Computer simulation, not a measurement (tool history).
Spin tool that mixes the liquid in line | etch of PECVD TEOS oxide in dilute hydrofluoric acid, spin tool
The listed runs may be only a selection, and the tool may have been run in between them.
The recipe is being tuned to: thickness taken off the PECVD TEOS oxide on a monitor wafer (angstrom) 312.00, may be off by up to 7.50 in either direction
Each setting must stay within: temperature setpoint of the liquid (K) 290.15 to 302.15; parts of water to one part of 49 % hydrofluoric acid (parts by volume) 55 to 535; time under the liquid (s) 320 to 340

run  hour  temperature setpoint of the liquid (K)  parts of water to one part of 49 % hydrofluoric acid (parts by volume)  time under the liquid (s)  thickness taken off the PECVD TEOS oxide on a monitor wafer (angstrom)
  1   0.0                                  294.15                                                                     295                        320                                                                   97.32
  2   8.1                                  295.65                                                                     245                        320                                                                  130.09
  3   9.9                                  297.15                                                                     210                        320                                                                  165.99
  4  18.4                                  298.65                                                                     210                        320                                                                  175.33
  5  23.5                                  299.65                                                                     190                        320                                                                  205.62
  6  26.6                                  296.15                                                                     190                        320                                                                  178.80
  7  29.7                                  297.65                                                                     175                        320                                                                  211.66
  8  34.6                                  297.65                                                                     175                        320                                                                  209.54
  9  38.2                                  298.65                                                                     165                        320                                                                  236.39
 10  38.9                                  299.65                                                                     160                        320                                                                  252.53
 11  40.1                                  300.15                                                                     155                        320                                                                  266.13
 12  48.5                                  300.65                                                                     150                        320                                                                  283.67
 13  49.6                                  301.15                                                                     150                        320                                                                  286.52

Next run, 4 choices. One meets every target within its allowed miss, the rest don't. Which?
  A  50.7                                  301.65                                                                     170                        320                                                                       ?
  B  50.7                                  300.65                                                                     145                        320                                                                       ?
  C  50.7                                  301.65                                                                     140                        330                                                                       ?
  D  50.7                                  302.15                                                                     145                        320                                                                       ?

move  thickness taken off the PECVD TEOS oxide on a monitor wafer (angstrom)
   A                                                                  252.92
   B                                                                  294.91
   C                                                                  328.90
   D                                                                  311.62
A: moves away from the targets compared with the last run
B: an improvement on the last run, though not all results are within tolerance
C: carries the result that was furthest off beyond its target, to the other side
D: every result lands within tolerance
The right move is D.
